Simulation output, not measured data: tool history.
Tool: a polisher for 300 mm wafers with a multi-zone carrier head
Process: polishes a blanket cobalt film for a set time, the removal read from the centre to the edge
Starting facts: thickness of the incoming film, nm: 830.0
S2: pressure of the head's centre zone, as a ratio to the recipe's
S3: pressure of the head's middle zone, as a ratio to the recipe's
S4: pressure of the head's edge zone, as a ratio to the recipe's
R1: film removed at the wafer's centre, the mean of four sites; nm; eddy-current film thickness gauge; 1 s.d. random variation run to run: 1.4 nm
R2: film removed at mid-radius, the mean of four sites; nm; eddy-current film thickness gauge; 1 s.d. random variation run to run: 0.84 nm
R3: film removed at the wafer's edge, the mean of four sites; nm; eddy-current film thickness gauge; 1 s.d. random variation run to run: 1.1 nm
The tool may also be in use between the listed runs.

run 1 hour=0 | flow_of_slurry_(ml/min)=290 S2=1 S3=1 S4=1 polishing_time_(s)=32 | R1=138.7 R2=140.82 R3=139.97
run 2 hour=3.4 | flow_of_slurry_(ml/min)=290 S2=0.92 S3=1 S4=1 polishing_time_(s)=32 | R1=129.25 R2=140.98 R3=139.99
run 3 hour=6.5 | flow_of_slurry_(ml/min)=290 S2=1 S3=1 S4=1 polishing_time_(s)=32 | R1=141.16 R2=139.13 R3=138.56
run 4 hour=15 | flow_of_slurry_(ml/min)=290 S2=1 S3=1 S4=1.07 polishing_time_(s)=32 | R1=141.23 R2=141.56 R3=145.26
run 5 hour=23.1 | flow_of_slurry_(ml/min)=285 S2=0.98 S3=1 S4=1.04 polishing_time_(s)=31 | R1=132.62 R2=137.37 R3=136.69
run 6 hour=31.6 | flow_of_slurry_(ml/min)=285 S2=0.98 S3=1 S4=1.04 polishing_time_(s)=27 | R1=116.91 R2=118.32 R3=117.22
run 7 hour=35.8 | flow_of_slurry_(ml/min)=285 S2=0.96 S3=1 S4=1.04 polishing_time_(s)=27 | R1=114.33 R2=119.67 R3=119.92
run 8 hour=42.3 | flow_of_slurry_(ml/min)=270 S2=0.9 S3=1.03 S4=0.97 polishing_time_(s)=26 | R1=101.67 R2=116.22 R3=108.93

Run 9, settings as shown, results not yet in. Your forecast:
run 9 hour=45 | flow_of_slurry_(ml/min)=275 S2=0.9 S3=1.03 S4=0.98 polishing_time_(s)=26 | R1=? R2=? R3=?

Logged for run 9: R1 102.15 nm, R2 116.74 nm, R3 108.52 nm.

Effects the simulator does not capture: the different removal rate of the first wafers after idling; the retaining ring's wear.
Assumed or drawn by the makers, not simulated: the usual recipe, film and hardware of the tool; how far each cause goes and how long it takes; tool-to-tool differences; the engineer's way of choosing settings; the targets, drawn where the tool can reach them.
